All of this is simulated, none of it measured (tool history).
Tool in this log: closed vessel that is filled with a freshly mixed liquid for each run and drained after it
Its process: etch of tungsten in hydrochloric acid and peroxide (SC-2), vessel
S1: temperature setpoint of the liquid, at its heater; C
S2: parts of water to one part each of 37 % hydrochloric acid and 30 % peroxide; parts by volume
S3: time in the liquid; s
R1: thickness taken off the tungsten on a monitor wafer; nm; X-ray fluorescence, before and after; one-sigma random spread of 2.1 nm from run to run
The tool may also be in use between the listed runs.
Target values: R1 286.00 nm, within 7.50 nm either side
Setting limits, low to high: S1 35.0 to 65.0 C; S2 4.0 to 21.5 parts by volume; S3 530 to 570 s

Run 1, hour 0.0: S1 49.0 C, S2 12.0 parts by volume, S3 530 s. Result: R1 100.38 nm.
Run 2, hour 1.4: S1 53.0 C, S2 12.0 parts by volume, S3 530 s. Result: R1 132.04 nm.
Run 3, hour 5.5: S1 53.0 C, S2 12.0 parts by volume, S3 570 s. Result: R1 141.45 nm.
Run 4, hour 11.7: S1 56.0 C, S2 12.0 parts by volume, S3 570 s. Result: R1 169.46 nm.
Run 5, hour 16.9: S1 51.0 C, S2 12.0 parts by volume, S3 570 s. Result: R1 122.07 nm.
Run 6, hour 25.5: S1 51.0 C, S2 12.0 parts by volume, S3 530 s. Result: R1 112.82 nm.
Run 7, hour 28.9: S1 54.5 C, S2 12.0 parts by volume, S3 530 s. Result: R1 143.22 nm.
Run 8, hour 34.0: S1 57.0 C, S2 12.0 parts by volume, S3 530 s. Result: R1 169.46 nm.
Run 9, hour 37.4: S1 59.0 C, S2 12.0 parts by volume, S3 530 s. Result: R1 193.87 nm.
Run 10, hour 42.2: S1 59.0 C, S2 12.0 parts by volume, S3 530 s. Result: R1 191.46 nm.
Run 11, hour 46.1: S1 60.5 C, S2 12.0 parts by volume, S3 530 s. Result: R1 209.66 nm.
Run 12, hour 50.6: S1 61.5 C, S2 12.0 parts by volume, S3 530 s. Result: R1 224.27 nm.
Run 13, hour 51.4: S1 62.5 C, S2 12.0 parts by volume, S3 530 s. Result: R1 238.68 nm.
Run 14, hour 59.5: S1 63.0 C, S2 12.0 parts by volume, S3 530 s. Result: R1 247.40 nm.
Run 15, hour 64.8: S1 63.5 C, S2 12.0 parts by volume, S3 530 s. Result: R1 251.00 nm.

Which single option among these 5 for the next run brings every result within its allowed miss of target? Just one does.
Run A, hour 70.1: S1 63.0 C, S2 15.5 parts by volume, S3 545 s. Result: R1 ?.
Run B, hour 70.1: S1 60.5 C, S2 11.5 parts by volume, S3 570 s. Result: R1 ?.
Run C, hour 70.1: S1 64.5 C, S2 12.0 parts by volume, S3 565 s. Result: R1 ?.
Run D, hour 70.1: S1 62.5 C, S2 13.5 parts by volume, S3 535 s. Result: R1 ?.
Run E, hour 70.1: S1 62.5 C, S2 12.5 parts by volume, S3 530 s. Result: R1 ?.

move      R1
   A  200.63
   B  232.90
   C  285.05
   D  215.61
   E  228.32
A: lands further from the targets than the last run did
B: lands further from the targets than the last run did
C: hits every target within its allowed miss
D: lands further from the targets than the last run did
E: lands further from the targets than the last run did
Go with C: it meets all targets.

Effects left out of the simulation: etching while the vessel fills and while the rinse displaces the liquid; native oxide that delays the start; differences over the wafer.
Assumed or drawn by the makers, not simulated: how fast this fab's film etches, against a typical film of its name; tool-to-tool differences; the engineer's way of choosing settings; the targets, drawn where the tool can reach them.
